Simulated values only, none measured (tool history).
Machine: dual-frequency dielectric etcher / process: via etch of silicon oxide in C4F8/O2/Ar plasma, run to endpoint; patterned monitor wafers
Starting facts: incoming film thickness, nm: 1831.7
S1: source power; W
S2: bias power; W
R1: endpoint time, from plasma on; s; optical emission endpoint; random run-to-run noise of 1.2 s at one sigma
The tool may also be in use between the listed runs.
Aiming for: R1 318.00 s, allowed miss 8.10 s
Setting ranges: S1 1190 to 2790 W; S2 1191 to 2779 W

run 1 hour=0.0 | S1=1990 S2=1985 | R1=360.65
run 2 hour=2.5 | S1=1990 S2=2261 | R1=343.41
run 3 hour=5.5 | S1=1990 S2=2116 | R1=350.28
run 4 hour=14.1 | S1=1660 S2=2116 | R1=377.63
run 5 hour=15.6 | S1=1660 S2=2392 | R1=363.89
run 6 hour=17.1 | S1=1760 S2=2424 | R1=353.93
run 7 hour=19.3 | S1=1840 S2=2450 | R1=347.53
run 8 hour=21.3 | S1=1910 S2=2473 | R1=340.65

Next run, 4 choices. One meets every target within its allowed miss, the rest don't. Which?
run A hour=23.3 | S1=2070 S2=2716 | R1=?
run B hour=23.3 | S1=2330 S2=2779 | R1=?
run C hour=23.3 | S1=2480 S2=2642 | R1=?
run D hour=23.3 | S1=2400 S2=2779 | R1=?

move=A R1=319.59
move=B R1=303.27
move=C R1=300.83
move=D R1=299.86
A: in spec on every target
B: takes the result that was furthest off past its target
C: takes the result that was furthest off past its target
D: takes the result that was furthest off past its target
A meets every target.

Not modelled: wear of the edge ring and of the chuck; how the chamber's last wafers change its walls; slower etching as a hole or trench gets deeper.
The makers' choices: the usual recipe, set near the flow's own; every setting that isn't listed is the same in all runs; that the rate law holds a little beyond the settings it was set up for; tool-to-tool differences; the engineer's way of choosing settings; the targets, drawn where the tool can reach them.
